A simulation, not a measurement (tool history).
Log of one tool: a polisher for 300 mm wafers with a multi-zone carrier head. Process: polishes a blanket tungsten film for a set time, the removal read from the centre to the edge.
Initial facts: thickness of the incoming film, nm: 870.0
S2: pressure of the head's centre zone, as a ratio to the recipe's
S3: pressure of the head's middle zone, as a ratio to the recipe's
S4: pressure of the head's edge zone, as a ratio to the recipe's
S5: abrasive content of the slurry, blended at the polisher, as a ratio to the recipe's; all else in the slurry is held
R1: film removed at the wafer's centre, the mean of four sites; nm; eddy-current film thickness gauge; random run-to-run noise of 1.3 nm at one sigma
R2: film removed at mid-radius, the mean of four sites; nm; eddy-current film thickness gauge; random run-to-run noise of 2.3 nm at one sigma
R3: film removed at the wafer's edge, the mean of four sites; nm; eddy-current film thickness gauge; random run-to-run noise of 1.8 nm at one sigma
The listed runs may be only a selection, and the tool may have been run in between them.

Run 1, hour 0: flow of slurry (ml/min) 250, S2 1, S3 1, S4 1, S5 1, polishing time (s) 62. Result: R1 331.55 nm, R2 330.36 nm, R3 335.99 nm.
Run 2, hour 1.2: flow of slurry (ml/min) 250, S2 0.98, S3 1, S4 0.97, S5 0.9, polishing time (s) 59. Result: R1 300.61 nm, R2 306.04 nm, R3 309.91 nm.
Run 3, hour 6.1: flow of slurry (ml/min) 250, S2 0.98, S3 1, S4 1.04, S5 0.9, polishing time (s) 59. Result: R1 304.44 nm, R2 308.98 nm, R3 323.46 nm.
Run 4, hour 12.3: flow of slurry (ml/min) 250, S2 0.97, S3 1.01, S4 1.01, S5 0.85, polishing time (s) 57. Result: R1 288.97 nm, R2 301.5 nm, R3 301.73 nm.
Run 5, hour 14.7: flow of slurry (ml/min) 250, S2 0.97, S3 0.93, S4 1.01, S5 0.85, polishing time (s) 57. Result: R1 287.19 nm, R2 275.17 nm, R3 304.02 nm.
Run 6, hour 17.3: flow of slurry (ml/min) 310, S2 0.97, S3 0.93, S4 1.01, S5 0.85, polishing time (s) 57. Result: R1 294.62 nm, R2 283.81 nm, R3 307.4 nm.
Run 7, hour 21: flow of slurry (ml/min) 315, S2 0.96, S3 0.94, S4 0.98, S5 0.8, polishing time (s) 55. Result: R1 278.84 nm, R2 278.32 nm, R3 290.02 nm.
Run 8, hour 27.6: flow of slurry (ml/min) 315, S2 0.95, S3 0.94, S4 0.96, S5 0.75, polishing time (s) 53. Result: R1 265.85 nm, R2 265.57 nm, R3 276.52 nm.

Run 9 comes next. What will it give?
Run 9, hour 34.2: flow of slurry (ml/min) 315, S2 0.94, S3 0.95, S4 0.94, S5 0.7, polishing time (s) 51. Result: R1 ?, R2 ?, R3 ?.

{"run 9": {"R1": 246.61, "R2": 254.21, "R3": 260.04}}
